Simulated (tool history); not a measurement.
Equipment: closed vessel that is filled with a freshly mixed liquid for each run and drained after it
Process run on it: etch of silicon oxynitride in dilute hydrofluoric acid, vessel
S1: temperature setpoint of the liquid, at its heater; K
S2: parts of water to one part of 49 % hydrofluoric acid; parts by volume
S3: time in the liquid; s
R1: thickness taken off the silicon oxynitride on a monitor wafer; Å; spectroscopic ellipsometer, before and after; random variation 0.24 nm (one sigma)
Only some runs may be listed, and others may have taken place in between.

| run | hour | S1 | S2 | S3 | R1 |
|---|---|---|---|---|---|
| 1 | 0.0 | 297.15 | 195 | 890 | 142.85 |
| 2 | 5.0 | 298.65 | 195 | 890 | 153.89 |
| 3 | 12.5 | 297.65 | 195 | 890 | 145.36 |
| 4 | 22.1 | 299.65 | 175 | 890 | 180.65 |
| 5 | 24.7 | 296.65 | 175 | 890 | 158.03 |
| 6 | 29.1 | 296.65 | 120 | 890 | 241.78 |
| 7 | 32.1 | 298.65 | 120 | 890 | 262.22 |
|  | 40.3 | hydrofluoric acid flow meter replaced |
| 8 | 40.3 | 300.15 | 120 | 890 | 308.78 |

Run 9 comes next. What will it give?
| 9 | 49.5 | 300.65 | 120 | 890 | ? |

R1: 311.90 Å
